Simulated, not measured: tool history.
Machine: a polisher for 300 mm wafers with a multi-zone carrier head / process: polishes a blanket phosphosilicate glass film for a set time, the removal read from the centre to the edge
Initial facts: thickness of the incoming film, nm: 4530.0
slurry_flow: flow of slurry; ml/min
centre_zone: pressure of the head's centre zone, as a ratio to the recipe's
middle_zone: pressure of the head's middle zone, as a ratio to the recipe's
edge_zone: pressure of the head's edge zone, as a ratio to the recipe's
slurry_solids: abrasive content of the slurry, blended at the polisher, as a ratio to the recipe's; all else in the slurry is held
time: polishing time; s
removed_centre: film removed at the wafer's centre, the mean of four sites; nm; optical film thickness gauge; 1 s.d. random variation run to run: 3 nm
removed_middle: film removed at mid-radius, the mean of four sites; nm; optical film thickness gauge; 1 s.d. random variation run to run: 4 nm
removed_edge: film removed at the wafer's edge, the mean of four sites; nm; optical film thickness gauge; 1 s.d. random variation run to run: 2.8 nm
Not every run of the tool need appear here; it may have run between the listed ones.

{"run": 1, "day": 0.0, "slurry_flow": 125, "centre_zone": 1.0, "middle_zone": 1.0, "edge_zone": 1.0, "slurry_solids": 1.0, "time": 65, "removed_centre": 339.19, "removed_middle": 337.15, "removed_edge": 344.7}
{"run": 2, "day": 0.212, "slurry_flow": 125, "centre_zone": 1.0, "middle_zone": 1.03, "edge_zone": 1.0, "slurry_solids": 1.0, "time": 65, "removed_centre": 344.21, "removed_middle": 355.25, "removed_edge": 346.86}
{"run": 3, "day": 0.475, "slurry_flow": 125, "centre_zone": 1.0, "middle_zone": 1.03, "edge_zone": 1.0, "slurry_solids": 1.1, "time": 65, "removed_centre": 347.64, "removed_middle": 366.13, "removed_edge": 359.19}
{"run": 4, "day": 0.846, "slurry_flow": 110, "centre_zone": 1.0, "middle_zone": 1.03, "edge_zone": 1.0, "slurry_solids": 1.1, "time": 65, "removed_centre": 336.87, "removed_middle": 351.86, "removed_edge": 349.32}
{"run": 5, "day": 1.012, "slurry_flow": 110, "centre_zone": 1.0, "middle_zone": 0.99, "edge_zone": 1.0, "slurry_solids": 1.1, "time": 65, "removed_centre": 340.31, "removed_middle": 341.5, "removed_edge": 347.33}
{"run": 6, "day": 1.183, "slurry_flow": 125, "centre_zone": 1.0, "middle_zone": 0.99, "edge_zone": 1.01, "slurry_solids": 1.1, "time": 65, "removed_centre": 346.68, "removed_middle": 348.12, "removed_edge": 361.37}
{"run": 7, "day": 1.408, "slurry_flow": 135, "centre_zone": 1.01, "middle_zone": 1.0, "edge_zone": 1.01, "slurry_solids": 1.1, "time": 65, "removed_centre": 362.31, "removed_middle": 363.08, "removed_edge": 363.34}

The next listed run, before its measurement:
{"run": 8, "day": 1.529, "slurry_flow": 145, "centre_zone": 1.01, "middle_zone": 1.0, "edge_zone": 1.02, "slurry_solids": 1.1, "time": 65, "removed_centre": "?", "removed_middle": "?", "removed_edge": "?"}

{"run 8": {"removed_centre": 373.38, "removed_middle": 370.84, "removed_edge": 370.58}}

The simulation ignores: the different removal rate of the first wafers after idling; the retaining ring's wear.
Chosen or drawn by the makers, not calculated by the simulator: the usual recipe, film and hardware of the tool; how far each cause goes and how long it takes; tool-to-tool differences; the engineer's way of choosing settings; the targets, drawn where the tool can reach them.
